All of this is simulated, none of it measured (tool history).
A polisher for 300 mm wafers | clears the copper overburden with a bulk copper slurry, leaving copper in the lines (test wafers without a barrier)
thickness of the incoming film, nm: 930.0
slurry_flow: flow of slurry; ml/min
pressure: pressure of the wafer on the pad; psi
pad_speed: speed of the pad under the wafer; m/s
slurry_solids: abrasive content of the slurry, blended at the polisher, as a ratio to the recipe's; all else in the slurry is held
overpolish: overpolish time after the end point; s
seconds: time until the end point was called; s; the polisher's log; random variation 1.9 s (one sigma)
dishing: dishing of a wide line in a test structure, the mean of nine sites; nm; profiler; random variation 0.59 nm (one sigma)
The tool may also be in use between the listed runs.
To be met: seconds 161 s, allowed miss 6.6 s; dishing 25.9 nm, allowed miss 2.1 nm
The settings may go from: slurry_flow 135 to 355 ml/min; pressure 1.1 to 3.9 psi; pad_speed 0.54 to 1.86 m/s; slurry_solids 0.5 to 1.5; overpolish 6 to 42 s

| run | hour | slurry_flow | pressure | pad_speed | slurry_solids | overpolish | seconds | dishing |
|---|---|---|---|---|---|---|---|---|
| 1 | 0 | 225 | 2.5 | 1.18 | 1 | 21 | 114.02 | 90.103 |
| 2 | 5.1 | 225 | 1.9 | 1.18 | 1 | 21 | 148.42 | 70.836 |
| 3 | 5.7 | 225 | 1.7 | 1.24 | 1 | 17 | 156.25 | 59.403 |
| 4 | 12.6 | 225 | 1.7 | 1.1 | 1 | 17 | 180.57 | 53.345 |
| 5 | 18.2 | 225 | 1.7 | 1.1 | 1 | 11 | 170.87 | 39.175 |
| 6 | 21.2 | 225 | 1.7 | 1.1 | 1 | 19 | 178.12 | 57.298 |
|  | 22.2 | head pressure recalibrated |
| 7 | 22.2 | 260 | 1.6 | 1.1 | 1.15 | 16 | 190.91 | 49.53 |
| 8 | 30 | 230 | 1.6 | 1.1 | 1 | 13 | 197.03 | 40.161 |
| 9 | 34.3 | 205 | 1.7 | 1.1 | 0.85 | 11 | 197.43 | 35.377 |
| 10 | 42 | 185 | 1.9 | 1.1 | 0.75 | 10 | 182.35 | 34.38 |
| 11 | 48.9 | 170 | 2 | 1.1 | 0.7 | 9 | 181.65 | 32.11 |
| 12 | 57.7 | 160 | 2.1 | 1.12 | 0.65 | 8 | 172.76 | 31.516 |
| 13 | 65 | 155 | 2.1 | 1.14 | 0.6 | 7 | 170.56 | 27.64 |

Which of these 4 next moves meets every target?
| A | 72.3 | 180 | 2.1 | 1.06 | 0.7 | 6 | ? | ? |
| B | 72.3 | 165 | 2.3 | 1.12 | 0.55 | 6 | ? | ? |
| C | 72.3 | 145 | 2 | 1.1 | 0.55 | 9 | ? | ? |
| D | 72.3 | 145 | 2.2 | 1.28 | 0.6 | 7 | ? | ? |

| move | seconds | dishing |
|---|---|---|
| A | 174.49 | 23.155 |
| B | 159.96 | 25.119 |
| C | 190.63 | 30.499 |
| D | 148.46 | 30.628 |
A: further off than the last run
B: meets every target
C: further off than the last run
D: takes the result that was furthest off past its target
Move B is the one to make.

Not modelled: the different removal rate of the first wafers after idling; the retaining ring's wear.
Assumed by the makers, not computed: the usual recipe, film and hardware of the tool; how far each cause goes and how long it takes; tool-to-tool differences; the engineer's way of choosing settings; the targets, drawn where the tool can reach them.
